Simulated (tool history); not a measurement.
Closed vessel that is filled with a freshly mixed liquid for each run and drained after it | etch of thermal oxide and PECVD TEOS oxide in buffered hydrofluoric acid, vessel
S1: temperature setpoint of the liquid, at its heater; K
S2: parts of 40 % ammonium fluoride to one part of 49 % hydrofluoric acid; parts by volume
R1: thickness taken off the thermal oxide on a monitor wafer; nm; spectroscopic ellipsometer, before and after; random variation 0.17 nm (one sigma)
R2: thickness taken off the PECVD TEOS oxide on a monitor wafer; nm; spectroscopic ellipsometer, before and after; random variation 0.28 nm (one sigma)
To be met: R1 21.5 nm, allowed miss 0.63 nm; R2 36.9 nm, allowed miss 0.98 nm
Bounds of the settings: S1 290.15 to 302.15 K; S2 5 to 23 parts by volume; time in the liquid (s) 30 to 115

run 1 hour=0 | S1=294.15 S2=14 time_in_the_liquid_(s)=60 | R1=49.061 R2=83.625
run 2 hour=3.5 | S1=291.15 S2=14 time_in_the_liquid_(s)=60 | R1=41.44 R2=70.488
run 3 hour=4.8 | S1=291.15 S2=15 time_in_the_liquid_(s)=60 | R1=38.308 R2=65.543
run 4 hour=9.1 | S1=291.15 S2=12.5 time_in_the_liquid_(s)=60 | R1=46.021 R2=79.565
run 5 hour=11.2 | S1=291.15 S2=13.5 time_in_the_liquid_(s)=60 | R1=42.214 R2=72.93
run 6 hour=19.5 | S1=291.15 S2=13.5 time_in_the_liquid_(s)=40 | R1=27.994 R2=48.376
run 7 hour=26.1 | S1=291.15 S2=14 time_in_the_liquid_(s)=40 | R1=27.074 R2=46.721
run 8 hour=28.5 | S1=291.15 S2=14.5 time_in_the_liquid_(s)=40 | R1=26.546 R2=45.177
run 9 hour=35.1 | S1=291.15 S2=14.5 time_in_the_liquid_(s)=40 | R1=26.38 R2=45.845
-- hour=39.1 hydrofluoric acid flow meter replaced
run 10 hour=39.1 | S1=291.15 S2=15 time_in_the_liquid_(s)=40 | R1=24.092 R2=41.07
run 11 hour=43.4 | S1=290.65 S2=15.5 time_in_the_liquid_(s)=40 | R1=22.634 R2=38.759

Which of these 4 next moves meets every target?
run A hour=47.7 | S1=290.15 S2=14.5 time_in_the_liquid_(s)=40 | R1=? R2=?
run B hour=47.7 | S1=290.15 S2=20 time_in_the_liquid_(s)=50 | R1=? R2=?
run C hour=47.7 | S1=290.15 S2=12.5 time_in_the_liquid_(s)=35 | R1=? R2=?
run D hour=47.7 | S1=290.65 S2=15 time_in_the_liquid_(s)=40 | R1=? R2=?

move=A R1=23.215 R2=39.857
move=B R1=21.127 R2=36.273
move=C R1=23.5 R2=40.346
move=D R1=23.104 R2=39.666
A: further off than the last run
B: meets every target
C: further off than the last run
D: further off than the last run
Answer: B
